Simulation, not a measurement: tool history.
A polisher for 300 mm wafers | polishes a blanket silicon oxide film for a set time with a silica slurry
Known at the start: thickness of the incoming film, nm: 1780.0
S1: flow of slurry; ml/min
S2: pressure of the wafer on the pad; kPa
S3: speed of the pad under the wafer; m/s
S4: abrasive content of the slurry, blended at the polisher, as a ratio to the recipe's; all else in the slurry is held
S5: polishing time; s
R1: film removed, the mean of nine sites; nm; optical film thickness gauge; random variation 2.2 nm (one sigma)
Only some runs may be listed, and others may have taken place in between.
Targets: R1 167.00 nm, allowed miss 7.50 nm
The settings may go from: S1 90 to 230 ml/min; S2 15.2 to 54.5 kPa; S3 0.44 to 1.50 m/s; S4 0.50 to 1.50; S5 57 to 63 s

run	hour	S1	S2	S3	S4	S5	R1
1	0.0	150	34.5	0.96	1.00	63	218.32
2	1.8	150	33.8	0.96	1.00	63	209.34
3	3.0	150	41.4	0.96	1.00	63	256.86
4	4.2	150	40.0	0.96	1.00	63	245.61
5	6.8	150	31.7	0.96	1.00	63	198.06
6	8.0	150	31.0	0.96	1.00	63	192.80
7	11.3	150	30.3	0.96	1.00	63	186.16
8	17.6	150	29.6	0.96	1.00	63	182.86
9	21.7	145	28.3	0.96	1.00	63	176.79

Which one of the following 4 next-run settings gets every result inside its allowed miss? There is exactly one.
A	25.8	140	33.1	0.84	1.10	62	?
B	25.8	135	26.2	1.04	1.25	60	?
C	25.8	170	33.1	1.18	0.75	59	?
D	25.8	145	29.0	0.96	1.00	58	?

move	R1
A	191.10
B	185.79
C	191.04
D	166.55
A: lands further from the targets than the last run did
B: lands further from the targets than the last run did
C: lands further from the targets than the last run did
D: all results land within tolerance of their targets
Go with D: it meets all targets.

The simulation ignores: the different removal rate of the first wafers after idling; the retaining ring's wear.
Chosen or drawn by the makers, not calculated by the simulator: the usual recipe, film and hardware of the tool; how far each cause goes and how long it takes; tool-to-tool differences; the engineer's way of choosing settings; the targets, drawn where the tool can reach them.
